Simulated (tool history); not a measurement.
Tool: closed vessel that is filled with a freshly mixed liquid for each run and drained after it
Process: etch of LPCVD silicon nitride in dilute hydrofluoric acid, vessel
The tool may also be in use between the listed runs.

| run | hour | temperature setpoint of the liquid (C) | parts of water to one part of 49 % hydrofluoric acid (parts by volume) | time in the liquid (s) | thickness taken off the LPCVD silicon nitride on a monitor wafer (angstrom) |
|---|---|---|---|---|---|
| 1 | 0 | 24 | 220 | 795 | 17.4 |
| 2 | 9.2 | 23 | 220 | 795 | 16.205 |
| 3 | 16 | 23 | 220 | 590 | 12.143 |
| 4 | 24.2 | 23.5 | 220 | 590 | 12.536 |
| 5 | 29.2 | 24 | 220 | 590 | 13.067 |
| 6 | 31.8 | 24 | 285 | 590 | 10.042 |

Run 7 comes next. What will it give?
| 7 | 35.5 | 25.5 | 285 | 590 | ? |

Run 7 gave thickness taken off the LPCVD silicon nitride on a monitor wafer (angstrom) 11.061.
